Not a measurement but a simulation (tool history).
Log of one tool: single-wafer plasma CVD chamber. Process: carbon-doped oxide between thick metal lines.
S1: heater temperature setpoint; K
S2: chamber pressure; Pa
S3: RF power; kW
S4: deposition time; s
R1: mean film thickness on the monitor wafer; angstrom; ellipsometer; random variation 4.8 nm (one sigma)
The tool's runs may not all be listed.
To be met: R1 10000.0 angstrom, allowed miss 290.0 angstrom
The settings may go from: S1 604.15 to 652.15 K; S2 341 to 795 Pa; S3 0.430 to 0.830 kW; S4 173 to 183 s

{"run": 1, "hour": 0.0, "S1": 628.15, "S2": 568, "S3": 0.63, "S4": 183, "R1": 11404.0}
{"run": 2, "hour": 6.3, "S1": 628.15, "S2": 556, "S3": 0.61, "S4": 182, "R1": 11100.0}
{"run": 3, "hour": 11.0, "S1": 628.15, "S2": 556, "S3": 0.61, "S4": 183, "R1": 11168.0}
{"run": 4, "hour": 16.0, "S1": 623.15, "S2": 556, "S3": 0.61, "S4": 183, "R1": 11230.0}
{"run": 5, "hour": 18.3, "S1": 623.15, "S2": 556, "S3": 0.535, "S4": 183, "R1": 10486.0}
{"run": 6, "hour": 22.4, "S1": 623.15, "S2": 551, "S3": 0.525, "S4": 183, "R1": 10522.0}
{"run": 7, "hour": 27.4, "S1": 625.15, "S2": 528, "S3": 0.47, "S4": 180, "R1": 9554.6}
{"run": 8, "hour": 29.9, "S1": 624.15, "S2": 537, "S3": 0.475, "S4": 180, "R1": 9681.8}
{"run": 9, "hour": 32.1, "S1": 624.15, "S2": 544, "S3": 0.48, "S4": 180, "R1": 9629.7}

Which of these 5 next moves meets every target?
{"run": "A", "hour": 34.3, "S1": 622.15, "S2": 485, "S3": 0.495, "S4": 183, "R1": "?"}
{"run": "B", "hour": 34.3, "S1": 618.15, "S2": 393, "S3": 0.475, "S4": 173, "R1": "?"}
{"run": "C", "hour": 34.3, "S1": 632.15, "S2": 557, "S3": 0.51, "S4": 173, "R1": "?"}
{"run": "D", "hour": 34.3, "S1": 646.15, "S2": 499, "S3": 0.49, "S4": 183, "R1": "?"}
{"run": "E", "hour": 34.3, "S1": 611.15, "S2": 401, "S3": 0.43, "S4": 176, "R1": "?"}

move=A R1=10025.0
move=B R1=9145.7
move=C R1=9600.6
move=D R1=9482.0
move=E R1=8972.4
A: meets every target
B: further off than the last run
C: further off than the last run
D: further off than the last run
E: further off than the last run
Answer: A
